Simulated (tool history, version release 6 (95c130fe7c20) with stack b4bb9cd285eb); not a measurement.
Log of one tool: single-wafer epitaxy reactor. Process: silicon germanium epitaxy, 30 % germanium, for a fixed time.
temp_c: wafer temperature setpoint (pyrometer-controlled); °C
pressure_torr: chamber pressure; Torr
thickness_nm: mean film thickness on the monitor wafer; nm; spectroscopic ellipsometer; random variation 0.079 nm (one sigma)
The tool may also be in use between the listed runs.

run,hour,temp_c,pressure_torr,thickness_nm
1,0.0,585,18.1,44.778
2,8.3,582,18.0,42.152
3,16.5,580,18.0,40.882
4,24.8,571,18.0,34.532
5,27.9,572,18.0,35.170
6,32.1,561,18.0,28.584

Run 7 comes next. What will it give?
7,35.5,566,18.1,?

{"run 7": {"thickness_nm": 31.569}}
